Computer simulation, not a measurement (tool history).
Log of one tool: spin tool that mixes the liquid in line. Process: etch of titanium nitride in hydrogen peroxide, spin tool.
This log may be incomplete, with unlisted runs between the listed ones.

run,hour,temperature setpoint of the liquid (K),concentration of hydrogen peroxide in the mixed liquid (% by weight),time under the liquid (s),thickness taken off the titanium nitride on a monitor wafer (angstrom)
1,0,316.15,23,50,7.5425
2,4.2,316.15,24.5,50,7.5133
3,7.8,316.15,24.5,50,7.5784
4,15.8,310.15,24.5,50,4.7128
5,16.7,312.65,24.5,50,5.783
6,20.6,312.65,29.5,50,6.0672
7,26.9,314.15,29.5,50,6.9504
8,32.5,315.65,29.5,50,7.6098

The next listed run, before its measurement:
9,39.4,316.65,29.5,50,?

thickness taken off the titanium nitride on a monitor wafer (angstrom): 8.14

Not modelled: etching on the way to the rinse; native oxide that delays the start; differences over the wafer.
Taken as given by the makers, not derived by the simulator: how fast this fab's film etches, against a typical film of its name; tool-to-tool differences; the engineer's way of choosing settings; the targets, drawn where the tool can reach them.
